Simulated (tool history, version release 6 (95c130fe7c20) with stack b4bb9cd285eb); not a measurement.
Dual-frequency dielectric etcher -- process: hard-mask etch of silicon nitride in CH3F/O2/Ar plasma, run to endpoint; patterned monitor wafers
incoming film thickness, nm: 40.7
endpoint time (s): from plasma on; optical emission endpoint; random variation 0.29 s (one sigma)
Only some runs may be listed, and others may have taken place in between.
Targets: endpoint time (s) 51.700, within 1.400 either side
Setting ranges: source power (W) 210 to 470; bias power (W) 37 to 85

| run | hour | source power (W) | bias power (W) | endpoint time (s) |
|---|---|---|---|---|
| 1 | 0.0 | 340 | 61 | 59.303 |
| 2 | 1.9 | 370 | 61 | 57.123 |
| 3 | 9.0 | 380 | 62 | 56.371 |
| 4 | 9.9 | 390 | 63 | 54.841 |
| 5 | 12.6 | 350 | 63 | 57.251 |
| 6 | 15.4 | 350 | 67 | 56.022 |
| 7 | 18.1 | 360 | 68 | 55.532 |
| 8 | 24.4 | 370 | 69 | 54.466 |
| 9 | 26.4 | 380 | 70 | 53.432 |

Which of these 5 next moves meets every target?
| A | 28.4 | 380 | 64 | ? |
| B | 28.4 | 350 | 62 | ? |
| C | 28.4 | 380 | 76 | ? |
| D | 28.4 | 310 | 80 | ? |
| E | 28.4 | 380 | 67 | ? |

| move | endpoint time (s) |
|---|---|
| A | 55.195 |
| B | 57.673 |
| C | 51.719 |
| D | 54.815 |
| E | 54.255 |
A: misses by more than the last run did
B: misses by more than the last run did
C: hits every target within its allowed miss
D: misses by more than the last run did
E: misses by more than the last run did
The move that meets every target is C.

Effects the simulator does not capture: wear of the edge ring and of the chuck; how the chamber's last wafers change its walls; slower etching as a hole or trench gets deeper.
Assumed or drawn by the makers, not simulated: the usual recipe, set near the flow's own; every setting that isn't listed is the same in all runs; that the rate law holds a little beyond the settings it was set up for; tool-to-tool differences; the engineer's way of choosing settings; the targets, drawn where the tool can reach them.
